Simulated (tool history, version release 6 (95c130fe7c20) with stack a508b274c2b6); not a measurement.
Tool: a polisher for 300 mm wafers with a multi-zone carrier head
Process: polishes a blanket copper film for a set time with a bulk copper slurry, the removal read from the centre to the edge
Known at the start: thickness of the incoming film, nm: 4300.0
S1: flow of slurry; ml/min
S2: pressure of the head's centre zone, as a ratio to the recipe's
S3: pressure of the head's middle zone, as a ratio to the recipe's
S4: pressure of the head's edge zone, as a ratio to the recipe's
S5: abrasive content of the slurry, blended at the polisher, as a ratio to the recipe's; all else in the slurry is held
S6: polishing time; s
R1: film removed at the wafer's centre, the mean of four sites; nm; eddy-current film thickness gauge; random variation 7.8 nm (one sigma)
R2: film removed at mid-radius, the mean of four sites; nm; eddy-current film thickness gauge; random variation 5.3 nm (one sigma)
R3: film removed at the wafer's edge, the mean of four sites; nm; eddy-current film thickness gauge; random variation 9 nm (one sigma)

run 1 hour=0 | S1=140 S2=1 S3=1 S4=1 S5=1 S6=74 | R1=624.22 R2=627.67 R3=591.96
run 2 hour=8.6 | S1=145 S2=0.99 S3=1.01 S4=1.02 S5=1 S6=74 | R1=616.91 R2=627.3 R3=608.82
run 3 hour=16.1 | S1=150 S2=0.98 S3=1.03 S4=1.02 S5=1 S6=74 | R1=605.94 R2=640.28 R3=592.02
run 4 hour=17.1 | S1=150 S2=0.98 S3=1.03 S4=1.02 S5=1 S6=64 | R1=529.02 R2=556.28 R3=520.8
run 5 hour=20.6 | S1=125 S2=0.98 S3=1.03 S4=1.02 S5=1 S6=64 | R1=512.5 R2=539.57 R3=507.61
run 6 hour=29 | S1=130 S2=0.98 S3=1.04 S4=1.04 S5=1.05 S6=65 | R1=528.68 R2=560.93 R3=536.2
run 7 hour=34.3 | S1=135 S2=0.98 S3=1.06 S4=1.05 S5=1.1 S6=65 | R1=530.71 R2=582.11 R3=541.65
run 8 hour=38.3 | S1=140 S2=0.99 S3=1.07 S4=1.07 S5=1.15 S6=65 | R1=559.02 R2=598.02 R3=560.11
run 9 hour=44.7 | S1=180 S2=0.91 S3=1.17 S4=1.17 S5=1.4 S6=67 | R1=562.29 R2=734.83 R3=638.61
-- hour=53.3 edge zone pressure recalibrated
run 10 hour=53.3 | S1=180 S2=0.92 S3=1.16 S4=1.17 S5=1.4 S6=67 | R1=569.92 R2=729.03 R3=663.31

The next listed run, before its measurement:
run 11 hour=54.5 | S1=185 S2=0.93 S3=1.16 S4=1.17 S5=1.4 S6=67 | R1=? R2=? R3=?

Run 11 gave R1 583.73 nm, R2 727.78 nm, R3 673.13 nm.
